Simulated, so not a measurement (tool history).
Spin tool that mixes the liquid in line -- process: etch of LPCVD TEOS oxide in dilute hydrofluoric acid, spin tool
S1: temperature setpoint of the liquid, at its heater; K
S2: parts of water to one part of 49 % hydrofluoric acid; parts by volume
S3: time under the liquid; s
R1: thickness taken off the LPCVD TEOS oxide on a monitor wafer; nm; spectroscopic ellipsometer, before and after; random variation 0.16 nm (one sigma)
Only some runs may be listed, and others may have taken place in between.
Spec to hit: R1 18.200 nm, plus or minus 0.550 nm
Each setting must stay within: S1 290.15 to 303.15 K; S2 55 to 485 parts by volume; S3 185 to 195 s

Run 1, hour 0.0: S1 295.15 K, S2 270 parts by volume, S3 185 s. Result: R1 11.395 nm.
Run 2, hour 6.1: S1 296.65 K, S2 260 parts by volume, S3 185 s. Result: R1 12.378 nm.
Run 3, hour 12.6: S1 296.65 K, S2 260 parts by volume, S3 185 s. Result: R1 12.598 nm.
Run 4, hour 20.3: S1 298.15 K, S2 250 parts by volume, S3 185 s. Result: R1 13.847 nm.
Run 5, hour 23.8: S1 301.65 K, S2 250 parts by volume, S3 185 s. Result: R1 15.728 nm.
At hour 32.3: thermometer replaced.
Run 6, hour 32.3: S1 302.15 K, S2 245 parts by volume, S3 185 s. Result: R1 15.126 nm.
Run 7, hour 38.2: S1 302.15 K, S2 235 parts by volume, S3 185 s. Result: R1 16.031 nm.
Run 8, hour 44.0: S1 302.15 K, S2 230 parts by volume, S3 185 s. Result: R1 16.437 nm.
Run 9, hour 47.3: S1 302.15 K, S2 225 parts by volume, S3 185 s. Result: R1 17.269 nm.

Exercise: of the 5 proposed moves below, exactly one satisfies all targets within the stated allowed misses. Which move is it?
Run A, hour 50.6: S1 303.15 K, S2 230 parts by volume, S3 195 s. Result: R1 ?.
Run B, hour 50.6: S1 301.15 K, S2 225 parts by volume, S3 185 s. Result: R1 ?.
Run C, hour 50.6: S1 301.65 K, S2 230 parts by volume, S3 195 s. Result: R1 ?.
Run D, hour 50.6: S1 303.15 K, S2 235 parts by volume, S3 185 s. Result: R1 ?.
Run E, hour 50.6: S1 301.65 K, S2 225 parts by volume, S3 185 s. Result: R1 ?.

move      R1
   A  18.148
   B  16.531
   C  17.243
   D  16.752
   E  16.819
A: every result lands within tolerance
B: misses by more than the last run did
C: no nearer and no further than the last run
D: misses by more than the last run did
E: misses by more than the last run did
The right move is A.
